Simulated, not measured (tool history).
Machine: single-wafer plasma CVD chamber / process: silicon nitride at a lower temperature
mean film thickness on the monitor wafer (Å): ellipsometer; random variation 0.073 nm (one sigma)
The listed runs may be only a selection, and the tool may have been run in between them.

| run | day | heater temperature setpoint (°C) | chamber pressure (Torr) | RF power (W) | deposition time (s) | mean film thickness on the monitor wafer (Å) |
|---|---|---|---|---|---|---|
| 1 | 0 | 365 | 1.96 | 300 | 28.9 | 367.64 |
| 2 | 0.029 | 365 | 1.92 | 295 | 28.8 | 360.01 |
| 3 | 0.171 | 365 | 1.88 | 290 | 28.7 | 351.68 |
| 4 | 0.371 | 365 | 1.84 | 285 | 28.7 | 344.63 |
| 5 | 0.662 | 365 | 1.8 | 285 | 28.7 | 342.89 |
| 6 | 0.929 | 365 | 1.56 | 285 | 28.7 | 325.16 |
| 7 | 1.046 | 365 | 1.54 | 285 | 28.7 | 323.54 |

Expected results for the next run?
| 8 | 1.204 | 365 | 1.52 | 285 | 28.7 | ? |

{"run 8": {"mean film thickness on the monitor wafer (Å)": 322.45}}
